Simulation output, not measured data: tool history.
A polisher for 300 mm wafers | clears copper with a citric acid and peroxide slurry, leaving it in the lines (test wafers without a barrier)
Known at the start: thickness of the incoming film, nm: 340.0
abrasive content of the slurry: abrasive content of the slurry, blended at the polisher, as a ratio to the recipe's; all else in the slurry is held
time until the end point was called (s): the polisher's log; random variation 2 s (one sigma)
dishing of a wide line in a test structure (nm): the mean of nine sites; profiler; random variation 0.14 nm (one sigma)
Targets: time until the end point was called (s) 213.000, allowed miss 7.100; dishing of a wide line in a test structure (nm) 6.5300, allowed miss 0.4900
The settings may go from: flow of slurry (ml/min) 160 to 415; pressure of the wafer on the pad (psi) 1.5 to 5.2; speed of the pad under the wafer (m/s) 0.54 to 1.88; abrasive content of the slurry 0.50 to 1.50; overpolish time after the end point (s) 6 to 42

| run | day | flow of slurry (ml/min) | pressure of the wafer on the pad (psi) | speed of the pad under the wafer (m/s) | abrasive content of the slurry | overpolish time after the end point (s) | time until the end point was called (s) | dishing of a wide line in a test structure (nm) |
|---|---|---|---|---|---|---|---|---|
| 1 | 0.000 | 265 | 3.3 | 1.20 | 1.00 | 21 | 96.536 | 34.2910 |
| 2 | 0.088 | 265 | 3.3 | 1.38 | 1.00 | 21 | 83.008 | 35.9920 |
| 3 | 0.117 | 200 | 3.3 | 1.38 | 1.00 | 21 | 88.260 | 35.9510 |
| 4 | 0.304 | 275 | 2.7 | 1.18 | 0.85 | 16 | 115.870 | 25.2080 |
| 5 | 0.579 | 235 | 2.7 | 1.18 | 0.85 | 16 | 116.010 | 24.9390 |
|  | 0.796 | head pressure recalibrated |
| 6 | 0.796 | 210 | 2.3 | 1.04 | 0.75 | 13 | 154.080 | 17.1960 |
| 7 | 0.821 | 195 | 2.0 | 1.00 | 0.65 | 11 | 175.320 | 13.1950 |
| 8 | 1.054 | 195 | 2.0 | 1.00 | 0.65 | 11 | 177.900 | 13.1610 |
| 9 | 1.183 | 185 | 1.8 | 0.98 | 0.60 | 9 | 194.560 | 10.8170 |

Which of these 4 next moves meets every target?
| A | 1.312 | 185 | 2.0 | 1.00 | 0.60 | 17 | ? | ? |
| B | 1.312 | 200 | 1.6 | 0.90 | 0.80 | 21 | ? | ? |
| C | 1.312 | 200 | 1.9 | 0.84 | 0.65 | 19 | ? | ? |
| D | 1.312 | 170 | 1.6 | 0.98 | 0.50 | 6 | ? | ? |

| move | time until the end point was called (s) | dishing of a wide line in a test structure (nm) |
|---|---|---|
| A | 182.320 | 18.7750 |
| B | 217.780 | 19.2240 |
| C | 217.430 | 17.8420 |
| D | 215.270 | 6.5494 |
A: further off than the last run
B: further off than the last run
C: further off than the last run
D: meets every target
Answer: D
